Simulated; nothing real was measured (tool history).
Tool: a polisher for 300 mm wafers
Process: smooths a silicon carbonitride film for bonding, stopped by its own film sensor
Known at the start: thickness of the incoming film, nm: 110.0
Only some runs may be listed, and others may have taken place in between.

run	hour	flow of slurry (ml/min)	pressure of the wafer on the pad (psi)	speed of the pad under the wafer (m/s)	abrasive content of the slurry	target thickness at which the film sensor stops the polish (Å)	time until the film sensor stopped the polish (s)
1	0.0	235	1.9	0.74	1.0	1010	56.489
2	3.7	215	1.9	0.74	1.0	1010	56.852
3	8.1	215	1.8	0.74	1.0	1010	60.016
4	9.6	170	1.8	0.74	1.0	1010	62.007
5	10.5	170	1.8	0.74	1.0	1010	61.160
6	19.1	170	1.7	0.74	1.0	1010	64.579
7	22.2	170	1.6	0.74	1.0	1010	68.973

Run 8, settings as shown, results not yet in. Your forecast:
8	24.0	170	1.5	0.74	1.0	1010	?

{"run 8": {"time until the film sensor stopped the polish (s)": 73.635}}

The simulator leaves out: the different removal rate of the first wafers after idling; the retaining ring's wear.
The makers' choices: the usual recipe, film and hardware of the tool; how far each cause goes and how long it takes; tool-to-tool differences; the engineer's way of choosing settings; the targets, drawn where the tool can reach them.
